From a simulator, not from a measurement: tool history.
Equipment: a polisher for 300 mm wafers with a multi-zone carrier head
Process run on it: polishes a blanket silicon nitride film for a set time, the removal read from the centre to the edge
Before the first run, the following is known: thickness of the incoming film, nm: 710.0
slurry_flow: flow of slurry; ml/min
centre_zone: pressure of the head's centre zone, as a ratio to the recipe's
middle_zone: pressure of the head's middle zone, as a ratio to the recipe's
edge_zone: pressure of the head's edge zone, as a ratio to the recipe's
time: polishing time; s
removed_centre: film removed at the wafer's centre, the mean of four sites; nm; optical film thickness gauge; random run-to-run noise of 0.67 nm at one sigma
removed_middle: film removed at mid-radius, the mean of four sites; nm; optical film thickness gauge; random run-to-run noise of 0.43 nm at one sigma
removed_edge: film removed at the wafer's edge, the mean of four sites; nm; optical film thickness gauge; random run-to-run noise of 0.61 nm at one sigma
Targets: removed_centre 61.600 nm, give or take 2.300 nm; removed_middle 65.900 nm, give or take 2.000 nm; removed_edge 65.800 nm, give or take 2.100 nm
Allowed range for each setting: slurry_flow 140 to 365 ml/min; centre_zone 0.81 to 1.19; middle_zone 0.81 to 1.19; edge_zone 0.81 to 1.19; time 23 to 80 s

run 1 day=0.000 | slurry_flow=235 centre_zone=1.00 middle_zone=1.00 edge_zone=1.00 time=51 | removed_centre=82.736 removed_middle=83.318 removed_edge=82.460
run 2 day=0.212 | slurry_flow=235 centre_zone=0.93 middle_zone=1.00 edge_zone=1.00 time=51 | removed_centre=76.269 removed_middle=83.324 removed_edge=83.159
run 3 day=0.346 | slurry_flow=230 centre_zone=0.92 middle_zone=0.99 edge_zone=0.98 time=50 | removed_centre=74.140 removed_middle=81.168 removed_edge=80.161
run 4 day=0.529 | slurry_flow=230 centre_zone=0.86 middle_zone=0.99 edge_zone=0.98 time=50 | removed_centre=68.716 removed_middle=80.948 removed_edge=79.832
run 5 day=0.617 | slurry_flow=230 centre_zone=0.86 middle_zone=1.05 edge_zone=0.98 time=50 | removed_centre=68.954 removed_middle=84.593 removed_edge=80.328
run 6 day=0.900 | slurry_flow=225 centre_zone=0.86 middle_zone=1.02 edge_zone=0.96 time=49 | removed_centre=66.205 removed_middle=80.598 removed_edge=77.709
run 7 day=0.929 | slurry_flow=225 centre_zone=0.87 middle_zone=1.00 edge_zone=0.94 time=48 | removed_centre=66.250 removed_middle=78.266 removed_edge=74.013
run 8 day=1.142 | slurry_flow=220 centre_zone=0.87 middle_zone=0.97 edge_zone=0.93 time=48 | removed_centre=65.316 removed_middle=76.233 removed_edge=75.486
run 9 day=1.279 | slurry_flow=220 centre_zone=0.87 middle_zone=0.97 edge_zone=0.93 time=48 | removed_centre=65.580 removed_middle=76.419 removed_edge=75.483
run 10 day=1.312 | slurry_flow=220 centre_zone=0.88 middle_zone=0.96 edge_zone=0.92 time=47 | removed_centre=64.557 removed_middle=74.385 removed_edge=72.464
run 11 day=1.638 | slurry_flow=215 centre_zone=0.88 middle_zone=0.94 edge_zone=0.91 time=47 | removed_centre=65.280 removed_middle=71.944 removed_edge=72.183
run 12 day=1.912 | slurry_flow=190 centre_zone=0.86 middle_zone=0.91 edge_zone=0.81 time=44 | removed_centre=56.484 removed_middle=65.323 removed_edge=64.131
run 13 day=1.979 | slurry_flow=195 centre_zone=0.87 middle_zone=0.91 edge_zone=0.81 time=44 | removed_centre=58.384 removed_middle=65.325 removed_edge=62.752

5 candidate next runs follow, results not yet known. Just one meets every target within its allowed miss. Identify it.
run A day=2.046 | slurry_flow=205 centre_zone=0.83 middle_zone=0.90 edge_zone=0.88 time=42 | removed_centre=? removed_middle=? removed_edge=?
run B day=2.046 | slurry_flow=160 centre_zone=0.94 middle_zone=1.06 edge_zone=0.85 time=40 | removed_centre=? removed_middle=? removed_edge=?
run C day=2.046 | slurry_flow=235 centre_zone=0.87 middle_zone=0.85 edge_zone=0.81 time=45 | removed_centre=? removed_middle=? removed_edge=?
run D day=2.046 | slurry_flow=180 centre_zone=0.81 middle_zone=0.94 edge_zone=0.84 time=45 | removed_centre=? removed_middle=? removed_edge=?
run E day=2.046 | slurry_flow=240 centre_zone=0.97 middle_zone=0.96 edge_zone=0.81 time=41 | removed_centre=? removed_middle=? removed_edge=?

move=A removed_centre=54.050 removed_middle=62.599 removed_edge=63.503
move=B removed_centre=55.472 removed_middle=63.726 removed_edge=57.449
move=C removed_centre=62.087 removed_middle=65.864 removed_edge=66.613
move=D removed_centre=55.114 removed_middle=67.556 removed_edge=65.500
move=E removed_centre=63.366 removed_middle=65.308 removed_edge=60.748
A: further off than the last run
B: further off than the last run
C: all results in spec
D: brings the result that was furthest off to its target, and leaves another outside
E: further off than the last run
Go with C: it meets all targets.
